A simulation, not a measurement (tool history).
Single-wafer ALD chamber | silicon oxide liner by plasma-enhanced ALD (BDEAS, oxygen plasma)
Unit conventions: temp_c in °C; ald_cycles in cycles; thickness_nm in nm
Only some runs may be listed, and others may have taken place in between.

| run | hour | temp_c | ald_cycles | thickness_nm |
|---|---|---|---|---|
| 1 | 0.0 | 315 | 60 | 5.5231 |
| 2 | 7.4 | 315 | 56 | 5.1706 |
| 3 | 16.3 | 315 | 60 | 5.5270 |
| 4 | 18.8 | 320 | 60 | 5.4109 |
| 5 | 26.9 | 320 | 57 | 5.2024 |
| 6 | 32.8 | 320 | 64 | 5.8537 |
| 7 | 35.0 | 321 | 59 | 5.3836 |
| 8 | 43.2 | 323 | 55 | 4.9636 |
| 9 | 49.7 | 324 | 52 | 4.6974 |

Predict the results of run 10:
| 10 | 54.0 | 325 | 50 | ? |

{"run 10": {"thickness_nm": 4.5594}}
